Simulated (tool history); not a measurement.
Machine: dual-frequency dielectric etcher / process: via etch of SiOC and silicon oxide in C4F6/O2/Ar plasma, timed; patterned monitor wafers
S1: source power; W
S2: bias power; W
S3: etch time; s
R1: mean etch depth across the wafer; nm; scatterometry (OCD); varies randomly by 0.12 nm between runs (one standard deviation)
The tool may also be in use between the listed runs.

{"run": 1, "hour": 0.0, "S1": 420, "S2": 150, "S3": 47, "R1": 48.219}
{"run": 2, "hour": 4.7, "S1": 460, "S2": 151, "S3": 47, "R1": 50.989}
{"run": 3, "hour": 6.5, "S1": 460, "S2": 163, "S3": 47, "R1": 52.37}
{"run": 4, "hour": 8.2, "S1": 460, "S2": 149, "S3": 47, "R1": 50.553}
{"run": 5, "hour": 9.2, "S1": 480, "S2": 149, "S3": 47, "R1": 51.766}
{"run": 6, "hour": 12.3, "S1": 480, "S2": 149, "S3": 47, "R1": 51.84}
{"run": 7, "hour": 14.2, "S1": 490, "S2": 149, "S3": 47, "R1": 52.217}

Run 8, settings as shown, results not yet in. Your forecast:
{"run": 8, "hour": 17.8, "S1": 500, "S2": 149, "S3": 47, "R1": "?"}

R1: 53.118 nm
